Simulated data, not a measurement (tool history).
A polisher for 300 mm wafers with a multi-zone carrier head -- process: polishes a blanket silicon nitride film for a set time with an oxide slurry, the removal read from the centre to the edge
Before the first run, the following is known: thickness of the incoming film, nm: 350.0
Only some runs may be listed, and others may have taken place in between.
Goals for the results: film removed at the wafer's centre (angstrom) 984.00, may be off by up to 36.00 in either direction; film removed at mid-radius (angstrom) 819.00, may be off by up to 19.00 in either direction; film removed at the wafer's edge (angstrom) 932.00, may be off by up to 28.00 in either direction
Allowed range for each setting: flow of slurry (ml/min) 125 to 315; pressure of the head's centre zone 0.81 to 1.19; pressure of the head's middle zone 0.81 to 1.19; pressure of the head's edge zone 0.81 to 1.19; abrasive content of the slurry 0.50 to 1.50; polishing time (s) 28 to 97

run	hour	flow of slurry (ml/min)	pressure of the head's centre zone	pressure of the head's middle zone	pressure of the head's edge zone	abrasive content of the slurry	polishing time (s)	film removed at the wafer's centre (angstrom)	film removed at mid-radius (angstrom)	film removed at the wafer's edge (angstrom)
1	0.0	205	1.00	1.00	1.00	1.00	62	611.49	591.96	606.83
2	2.7	215	1.03	0.99	1.05	1.15	64	697.92	648.66	682.29
3	3.4	215	1.03	0.96	1.05	1.15	64	699.33	635.56	685.46
4	11.1	215	1.03	0.96	1.05	1.00	64	667.10	600.80	635.96
5	19.7	215	1.05	0.96	1.07	1.15	66	740.85	667.93	709.79
6	23.8	225	1.06	0.94	1.10	1.25	67	784.90	685.37	759.39
7	32.3	230	1.08	0.94	1.12	1.30	68	814.18	706.91	800.20
8	38.0	240	1.11	0.95	1.13	1.35	69	895.46	743.64	828.41
9	41.1	245	1.11	0.95	1.15	1.40	69	891.52	754.60	850.51
10	48.4	245	1.12	0.95	1.16	1.45	70	938.48	774.46	866.69
11	57.2	255	1.12	0.95	1.17	1.45	70	925.57	774.47	867.83
12	58.5	255	1.12	0.95	1.17	1.45	71	962.24	792.54	902.80
13	63.1	260	1.12	0.95	1.18	1.45	71	958.39	788.36	888.52
14	64.5	255	1.12	0.95	1.18	1.45	71	952.64	792.09	891.89

Which single option among these 5 for the next run brings every result within its allowed miss of target? Just one does.
A	65.9	270	1.15	1.11	1.14	1.50	67	?	?	?
B	65.9	240	1.02	0.87	1.19	1.45	79	?	?	?
C	65.9	265	1.13	1.01	1.02	1.50	68	?	?	?
D	65.9	245	1.18	0.97	1.06	1.45	67	?	?	?
E	65.9	205	1.10	0.93	1.14	1.30	81	?	?	?

move	film removed at the wafer's centre (angstrom)	film removed at mid-radius (angstrom)	film removed at the wafer's edge (angstrom)
A	943.70	861.29	851.72
B	957.08	806.06	1005.60
C	938.12	805.11	819.44
D	943.40	749.92	806.62
E	991.10	819.09	951.36
A: lands further from the targets than the last run did
B: carries the result that was furthest off beyond its target, to the other side
C: lands further from the targets than the last run did
D: lands further from the targets than the last run did
E: meets every target
E is the move that brings every result within its allowed miss.

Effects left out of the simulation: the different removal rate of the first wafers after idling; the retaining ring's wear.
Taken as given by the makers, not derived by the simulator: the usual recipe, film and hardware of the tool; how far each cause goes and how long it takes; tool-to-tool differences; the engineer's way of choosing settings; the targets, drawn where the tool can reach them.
